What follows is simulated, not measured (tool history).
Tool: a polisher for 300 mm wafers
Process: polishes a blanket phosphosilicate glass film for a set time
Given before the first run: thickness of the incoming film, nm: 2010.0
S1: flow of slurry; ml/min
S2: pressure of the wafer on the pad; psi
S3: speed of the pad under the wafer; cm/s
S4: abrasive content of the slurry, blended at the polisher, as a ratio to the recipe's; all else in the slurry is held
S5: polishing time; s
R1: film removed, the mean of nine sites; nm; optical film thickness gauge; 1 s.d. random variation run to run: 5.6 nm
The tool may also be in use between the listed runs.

run  hour   S1   S2   S3   S4  S5      R1
  1     0  275  3.1  130    1  45  428.63
  2   7.5  275  3.1  130    1  41  395.98
  3  12.9  275  3.3  130    1  41  414.67
  4  13.6  275  3.3  130    1  41  414.12
  5    22  275  3.5  130    1  41  446.78
  6  30.6  275  3.5  130  0.8  41  399.31
  7  31.9  275  3.7  130  0.8  41  414.99
  8    35  275  3.9  130  0.8  41  445.74
  9  39.8  275    4  130  0.8  41  450.13

Estimate the outcome of run 10 from the log above:
 10  47.7  275  4.1  130  0.8  41   ?

Run 10 produced R1 463.75 nm.
